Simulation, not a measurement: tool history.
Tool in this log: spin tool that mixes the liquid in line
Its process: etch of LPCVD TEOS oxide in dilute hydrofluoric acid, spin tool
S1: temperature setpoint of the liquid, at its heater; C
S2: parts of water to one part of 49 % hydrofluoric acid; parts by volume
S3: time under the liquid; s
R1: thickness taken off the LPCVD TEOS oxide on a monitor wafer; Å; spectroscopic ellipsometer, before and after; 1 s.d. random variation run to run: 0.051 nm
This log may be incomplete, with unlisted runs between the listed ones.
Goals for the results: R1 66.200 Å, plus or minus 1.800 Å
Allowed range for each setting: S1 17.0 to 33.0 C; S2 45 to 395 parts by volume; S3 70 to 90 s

run	hour	S1	S2	S3	R1
1	0.0	25.0	220	90	91.255
2	2.2	23.0	225	90	81.912
3	7.4	21.5	225	90	78.038
4	16.0	20.5	225	90	76.262
5	20.0	20.5	305	90	51.929
6	20.7	20.5	305	70	40.530
7	29.1	23.5	300	70	45.206
8	37.7	25.0	290	70	50.022
9	44.7	26.5	285	70	53.916
10	48.4	28.0	280	70	58.513
11	49.7	29.0	280	70	60.550
12	53.2	29.5	280	70	61.508
13	54.3	30.0	280	70	62.087
14	62.9	30.5	280	70	62.696
15	71.8	31.0	280	70	63.791

Which of these 4 next moves meets every target?
A	80.7	33.0	320	75	?
B	80.7	28.0	305	90	?
C	80.7	30.0	290	70	?
D	80.7	32.5	340	85	?

move	R1
A	61.629
B	67.305
C	59.733
D	63.307
A: further off than the last run
B: every result lands within tolerance
C: further off than the last run
D: further off than the last run
B meets every target.
